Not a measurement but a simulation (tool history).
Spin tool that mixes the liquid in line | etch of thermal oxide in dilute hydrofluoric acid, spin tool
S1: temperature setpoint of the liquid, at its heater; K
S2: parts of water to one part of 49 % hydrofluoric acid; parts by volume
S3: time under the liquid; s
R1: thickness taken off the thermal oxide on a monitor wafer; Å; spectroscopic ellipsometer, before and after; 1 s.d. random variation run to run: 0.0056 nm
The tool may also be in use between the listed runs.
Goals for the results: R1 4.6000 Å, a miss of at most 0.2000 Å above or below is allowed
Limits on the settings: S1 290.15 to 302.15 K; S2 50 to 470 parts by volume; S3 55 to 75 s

run 1 day=0.000 | S1=294.15 S2=260 S3=75 | R1=8.9276
run 2 day=0.154 | S1=296.15 S2=260 S3=75 | R1=10.1500
run 3 day=0.517 | S1=294.65 S2=290 S3=75 | R1=8.1491
run 4 day=0.683 | S1=293.65 S2=315 S3=75 | R1=7.0956
run 5 day=1.046 | S1=292.65 S2=335 S3=75 | R1=6.3307
run 6 day=1.254 | S1=292.15 S2=350 S3=75 | R1=5.8406
run 7 day=1.575 | S1=291.65 S2=360 S3=75 | R1=5.4937
run 8 day=1.762 | S1=291.15 S2=370 S3=75 | R1=5.3450
run 9 day=1.933 | S1=291.15 S2=380 S3=75 | R1=5.1050
run 10 day=2.283 | S1=291.15 S2=385 S3=75 | R1=5.0789
run 11 day=2.633 | S1=291.15 S2=390 S3=75 | R1=4.9722

Which of these 4 next moves meets every target?
run A day=2.983 | S1=290.65 S2=345 S3=55 | R1=?
run B day=2.983 | S1=292.65 S2=365 S3=55 | R1=?
run C day=2.983 | S1=292.15 S2=420 S3=75 | R1=?
run D day=2.983 | S1=295.65 S2=410 S3=75 | R1=?

move=A R1=4.0707
move=B R1=4.0804
move=C R1=4.5493
move=D R1=5.3124
A: the result that was furthest off in the last run now lies on the other side of its target
B: the result that was furthest off in the last run now lies on the other side of its target
C: hits every target within its allowed miss
D: misses by more than the last run did
Move C is the one to make.
